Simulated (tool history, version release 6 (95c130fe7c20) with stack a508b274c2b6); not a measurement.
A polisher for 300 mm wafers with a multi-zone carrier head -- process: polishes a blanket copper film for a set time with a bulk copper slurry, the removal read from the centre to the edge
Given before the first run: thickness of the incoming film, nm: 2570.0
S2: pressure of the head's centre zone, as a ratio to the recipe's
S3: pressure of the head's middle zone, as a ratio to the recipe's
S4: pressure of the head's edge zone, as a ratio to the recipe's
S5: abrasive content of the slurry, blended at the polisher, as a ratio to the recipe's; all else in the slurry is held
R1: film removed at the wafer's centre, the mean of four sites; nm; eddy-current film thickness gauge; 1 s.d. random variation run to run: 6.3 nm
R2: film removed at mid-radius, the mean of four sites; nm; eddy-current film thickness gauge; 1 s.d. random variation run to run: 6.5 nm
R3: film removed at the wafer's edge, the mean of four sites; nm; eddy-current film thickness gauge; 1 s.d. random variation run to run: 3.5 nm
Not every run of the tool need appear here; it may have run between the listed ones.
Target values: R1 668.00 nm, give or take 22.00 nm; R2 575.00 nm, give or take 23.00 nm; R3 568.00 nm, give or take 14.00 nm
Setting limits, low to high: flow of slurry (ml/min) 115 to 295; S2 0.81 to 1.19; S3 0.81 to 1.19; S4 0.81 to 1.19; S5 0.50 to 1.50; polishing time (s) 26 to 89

run 1 hour=0.0 | flow_of_slurry_(ml/min)=190 S2=1.00 S3=1.00 S4=1.00 S5=1.00 polishing_time_(s)=57 | R1=462.01 R2=459.04 R3=462.80
run 2 hour=8.6 | flow_of_slurry_(ml/min)=190 S2=1.00 S3=1.00 S4=1.00 S5=1.10 polishing_time_(s)=57 | R1=471.93 R2=476.74 R3=477.04
run 3 hour=11.4 | flow_of_slurry_(ml/min)=190 S2=1.00 S3=1.00 S4=0.92 S5=1.10 polishing_time_(s)=57 | R1=476.17 R2=474.85 R3=457.37
run 4 hour=12.7 | flow_of_slurry_(ml/min)=190 S2=1.00 S3=1.00 S4=0.92 S5=1.10 polishing_time_(s)=69 | R1=568.69 R2=569.94 R3=553.86
run 5 hour=15.8 | flow_of_slurry_(ml/min)=190 S2=1.00 S3=1.00 S4=0.92 S5=1.25 polishing_time_(s)=69 | R1=591.42 R2=591.76 R3=564.47
run 6 hour=19.8 | flow_of_slurry_(ml/min)=190 S2=1.00 S3=1.00 S4=0.96 S5=1.25 polishing_time_(s)=69 | R1=591.77 R2=586.25 R3=582.54
run 7 hour=28.2 | flow_of_slurry_(ml/min)=195 S2=1.02 S3=0.99 S4=0.95 S5=1.25 polishing_time_(s)=69 | R1=604.08 R2=588.77 R3=583.65
run 8 hour=34.4 | flow_of_slurry_(ml/min)=195 S2=1.04 S3=0.98 S4=0.94 S5=1.25 polishing_time_(s)=69 | R1=624.35 R2=581.35 R3=582.06
run 9 hour=42.5 | flow_of_slurry_(ml/min)=195 S2=1.05 S3=0.98 S4=0.93 S5=1.25 polishing_time_(s)=69 | R1=619.73 R2=581.96 R3=578.70
run 10 hour=46.8 | flow_of_slurry_(ml/min)=195 S2=1.06 S3=0.98 S4=0.92 S5=1.25 polishing_time_(s)=69 | R1=642.93 R2=589.84 R3=573.06
run 11 hour=51.6 | flow_of_slurry_(ml/min)=195 S2=1.07 S3=0.97 S4=0.92 S5=1.25 polishing_time_(s)=69 | R1=640.08 R2=575.60 R3=575.44
run 12 hour=55.6 | flow_of_slurry_(ml/min)=195 S2=1.08 S3=0.97 S4=0.91 S5=1.25 polishing_time_(s)=69 | R1=639.28 R2=575.81 R3=575.16

Exercise: of the 4 proposed moves below, exactly one satisfies all targets within the stated allowed misses. Which move is it?
run A hour=59.6 | flow_of_slurry_(ml/min)=175 S2=1.04 S3=0.96 S4=0.92 S5=1.15 polishing_time_(s)=70 | R1=? R2=? R3=?
run B hour=59.6 | flow_of_slurry_(ml/min)=210 S2=1.12 S3=0.97 S4=0.91 S5=1.15 polishing_time_(s)=69 | R1=? R2=? R3=?
run C hour=59.6 | flow_of_slurry_(ml/min)=190 S2=0.98 S3=1.00 S4=0.95 S5=1.25 polishing_time_(s)=70 | R1=? R2=? R3=?
run D hour=59.6 | flow_of_slurry_(ml/min)=190 S2=1.02 S3=0.98 S4=0.88 S5=1.15 polishing_time_(s)=69 | R1=? R2=? R3=?

move=A R1=604.97 R2=559.53 R3=564.22
move=B R1=664.75 R2=573.31 R3=566.24
move=C R1=591.57 R2=600.18 R3=589.82
move=D R1=594.42 R2=569.47 R3=552.02
A: moves away from the targets compared with the last run
B: in spec on every target
C: moves away from the targets compared with the last run
D: moves away from the targets compared with the last run
Move B is the one to make.
